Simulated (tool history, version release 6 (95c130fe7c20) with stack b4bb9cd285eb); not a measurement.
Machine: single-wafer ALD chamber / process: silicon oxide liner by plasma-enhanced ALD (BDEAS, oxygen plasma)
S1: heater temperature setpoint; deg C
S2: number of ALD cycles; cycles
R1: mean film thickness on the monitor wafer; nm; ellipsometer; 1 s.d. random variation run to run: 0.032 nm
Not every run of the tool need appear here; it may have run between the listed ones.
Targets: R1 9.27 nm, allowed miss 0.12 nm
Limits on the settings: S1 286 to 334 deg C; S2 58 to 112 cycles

{"run": 1, "hour": 0.0, "S1": 310, "S2": 85, "R1": 7.8042}
{"run": 2, "hour": 7.0, "S1": 309, "S2": 87, "R1": 7.9252}
{"run": 3, "hour": 9.2, "S1": 309, "S2": 89, "R1": 8.1261}
{"run": 4, "hour": 14.6, "S1": 309, "S2": 91, "R1": 8.2946}
{"run": 5, "hour": 19.7, "S1": 309, "S2": 93, "R1": 8.4606}
{"run": 6, "hour": 27.6, "S1": 303, "S2": 93, "R1": 8.6233}
{"run": 7, "hour": 29.3, "S1": 301, "S2": 94, "R1": 8.7573}
{"run": 8, "hour": 36.5, "S1": 299, "S2": 95, "R1": 8.9806}
{"run": 9, "hour": 37.9, "S1": 298, "S2": 95, "R1": 9.0433}
{"run": 10, "hour": 45.1, "S1": 297, "S2": 95, "R1": 9.0131}
{"run": 11, "hour": 48.4, "S1": 296, "S2": 95, "R1": 9.03}
{"run": 12, "hour": 56.1, "S1": 295, "S2": 95, "R1": 9.0676}
{"run": 13, "hour": 61.9, "S1": 294, "S2": 95, "R1": 9.1533}

Of the 4 settings listed for the next run, only one would bring every result within its allowed miss of target. Which one?
{"run": "A", "hour": 67.7, "S1": 297, "S2": 94, "R1": "?"}
{"run": "B", "hour": 67.7, "S1": 291, "S2": 95, "R1": "?"}
{"run": "C", "hour": 67.7, "S1": 294, "S2": 93, "R1": "?"}
{"run": "D", "hour": 67.7, "S1": 287, "S2": 90, "R1": "?"}

move=A R1=8.9785
move=B R1=9.2883
move=C R1=8.9879
move=D R1=8.9347
A: moves away from the targets compared with the last run
B: each result inside its tolerance
C: moves away from the targets compared with the last run
D: moves away from the targets compared with the last run
B meets every target.
